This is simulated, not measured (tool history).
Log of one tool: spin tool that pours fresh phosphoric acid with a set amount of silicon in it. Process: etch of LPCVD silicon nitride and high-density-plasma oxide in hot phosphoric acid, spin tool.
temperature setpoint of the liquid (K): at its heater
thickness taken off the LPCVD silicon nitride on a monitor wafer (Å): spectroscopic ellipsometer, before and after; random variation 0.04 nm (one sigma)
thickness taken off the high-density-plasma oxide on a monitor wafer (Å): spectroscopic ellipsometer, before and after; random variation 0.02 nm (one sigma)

run  hour  temperature setpoint of the liquid (K)  silicon dissolved in the acid as it is poured (mg a litre)  time under the liquid (s)  thickness taken off the LPCVD silicon nitride on a monitor wafer (Å)  thickness taken off the high-density-plasma oxide on a monitor wafer (Å)
  1     0                                  433.15                                                          23                         75                                                                67.585                                                                    1.4482
  2     7                                  433.15                                                        10.5                         75                                                                 66.97                                                                    2.2063
  3   9.2                                  433.15                                                         2.5                         75                                                                66.946                                                                    3.5447
  4  11.1                                  433.15                                                           0                         75                                                                66.818                                                                    2.5497
  5  16.8                                  432.65                                                           5                         70                                                                60.637                                                                    3.3111
  6  23.2                                  430.65                                                           5                         70                                                                57.054                                                                    2.5616
  7  26.1                                  430.65                                                          11                         65                                                                53.291                                                                   0.89444
  8  33.2                                  430.65                                                        10.5                         65                                                                52.585                                                                    1.1098
  9  40.7                                  430.65                                                          11                         65                                                                52.999                                                                    2.0263
 10  42.7                                  430.65                                                          16                         65                                                                53.258                                                                    1.3316
 11  49.4                                  430.65                                                          16                         65                                                                53.393                                                                    1.1396
 12  55.9                                  430.65                                                          17                         65                                                                52.928                                                                   0.80988

The next listed run, before its measurement:
 13  57.8                                  430.65                                                        16.5                         65                                                                     ?                                                                         ?

{"run 13": {"thickness taken off the LPCVD silicon nitride on a monitor wafer (Å)": 53.304, "thickness taken off the high-density-plasma oxide on a monitor wafer (Å)": 1.7112}}
